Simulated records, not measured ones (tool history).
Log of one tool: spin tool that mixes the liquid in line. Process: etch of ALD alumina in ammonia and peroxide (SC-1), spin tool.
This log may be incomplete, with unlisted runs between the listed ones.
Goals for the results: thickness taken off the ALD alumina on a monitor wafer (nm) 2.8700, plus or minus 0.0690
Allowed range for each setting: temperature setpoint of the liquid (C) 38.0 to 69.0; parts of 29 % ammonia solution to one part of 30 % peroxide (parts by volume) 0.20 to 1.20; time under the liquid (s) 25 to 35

| run | day | temperature setpoint of the liquid (C) | parts of 29 % ammonia solution to one part of 30 % peroxide (parts by volume) | time under the liquid (s) | thickness taken off the ALD alumina on a monitor wafer (nm) |
|---|---|---|---|---|---|
| 1 | 0.000 | 53.0 | 0.80 | 35 | 2.1122 |
| 2 | 0.167 | 58.0 | 0.80 | 35 | 2.7540 |
| 3 | 0.471 | 58.0 | 0.80 | 35 | 2.7151 |
| 4 | 0.796 | 58.0 | 1.05 | 35 | 2.7994 |
| 5 | 0.971 | 63.0 | 1.05 | 35 | 3.6090 |
| 6 | 1.108 | 63.0 | 1.20 | 35 | 3.6814 |
| 7 | 1.142 | 62.0 | 1.20 | 35 | 3.4900 |
| 8 | 1.333 | 61.0 | 1.20 | 35 | 3.3184 |
| 9 | 1.504 | 60.5 | 1.20 | 35 | 3.2080 |
| 10 | 1.617 | 60.0 | 1.20 | 35 | 3.1775 |
| 11 | 1.717 | 57.5 | 1.20 | 35 | 2.7561 |

Which one of the following 4 next-run settings gets every result inside its allowed miss? There is exactly one.
| A | 1.817 | 57.0 | 1.20 | 35 | ? |
| B | 1.817 | 58.5 | 0.95 | 35 | ? |
| C | 1.817 | 56.5 | 1.10 | 35 | ? |
| D | 1.817 | 56.5 | 1.20 | 35 | ? |

| move | thickness taken off the ALD alumina on a monitor wafer (nm) |
|---|---|
| A | 2.6766 |
| B | 2.8308 |
| C | 2.5858 |
| D | 2.6073 |
A: further off than the last run
B: in spec on every target
C: further off than the last run
D: further off than the last run
The right move is B.
